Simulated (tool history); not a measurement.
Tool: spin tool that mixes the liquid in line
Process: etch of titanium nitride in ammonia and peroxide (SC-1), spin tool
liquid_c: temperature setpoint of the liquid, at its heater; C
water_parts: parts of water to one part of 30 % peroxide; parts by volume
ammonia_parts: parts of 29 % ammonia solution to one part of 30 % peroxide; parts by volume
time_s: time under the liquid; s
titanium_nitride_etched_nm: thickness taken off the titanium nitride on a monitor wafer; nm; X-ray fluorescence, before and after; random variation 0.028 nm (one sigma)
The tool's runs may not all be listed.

run,hour,liquid_c,water_parts,ammonia_parts,time_s,titanium_nitride_etched_nm
1,0,50,11.5,0.9,50,2.7571
2,8.8,51.5,11.5,0.9,50,3.0308
3,15.4,52.5,11.5,0.9,50,3.3033
4,18.2,52.5,14,0.9,50,2.9593
5,20.7,53.5,14,0.9,50,3.1587
6,29,53.5,18.5,0.9,50,2.7667
7,37.7,55,18.5,0.9,50,3.0056
8,39.1,56,18.5,0.9,50,3.257
9,48,56,18.5,0.9,50,3.2408
10,52.8,57,18.5,0.9,50,3.4182

The next listed run, before its measurement:
11,54.4,58,18.5,0.9,50,?

titanium_nitride_etched_nm: 3.6787 nm
